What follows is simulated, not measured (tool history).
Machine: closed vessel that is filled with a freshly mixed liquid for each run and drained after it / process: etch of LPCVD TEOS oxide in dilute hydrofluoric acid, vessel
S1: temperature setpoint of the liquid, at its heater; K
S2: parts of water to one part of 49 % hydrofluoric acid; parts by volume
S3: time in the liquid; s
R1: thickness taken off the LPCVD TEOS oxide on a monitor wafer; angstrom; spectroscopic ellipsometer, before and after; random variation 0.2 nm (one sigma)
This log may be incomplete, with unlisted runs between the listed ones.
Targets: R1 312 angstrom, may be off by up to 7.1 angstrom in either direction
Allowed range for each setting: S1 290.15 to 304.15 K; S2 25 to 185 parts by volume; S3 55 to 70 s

run  hour      S1   S2  S3      R1
  1     0  296.15  105  70  201.71
  2   5.3  297.15  105  70  214.44
  3   9.5  298.15  105  70   217.8
  4  18.6  298.15  105  55  171.99
  5  22.3  298.15   75  55  254.24
  6  31.1  299.65   75  55  265.35
  7  39.8  300.15   75  55  272.88
  8  46.5  300.65   75  55  278.56
  9  54.8  301.15   75  55  284.37
 10  58.4  301.65   75  55  289.86
 11  66.6  302.15   75  55  296.55
 12  71.7  302.65   75  55  300.47

Consider the 5 candidate settings below. Which is the only one whose results all fall within their allowed miss of target?
  A  76.8  303.65  75  55   ?
  B  76.8  303.15  90  65   ?
  C  76.8  298.15  80  70   ?
  D  76.8  302.15  75  55   ?
  E  76.8  301.15  65  55   ?

move      R1
   A  311.37
   B  294.34
   C   297.7
   D  293.93
   E  330.89
A: all results land within tolerance of their targets
B: misses by more than the last run did
C: misses by more than the last run did
D: misses by more than the last run did
E: carries the result that was furthest off beyond its target, to the other side
Answer: A
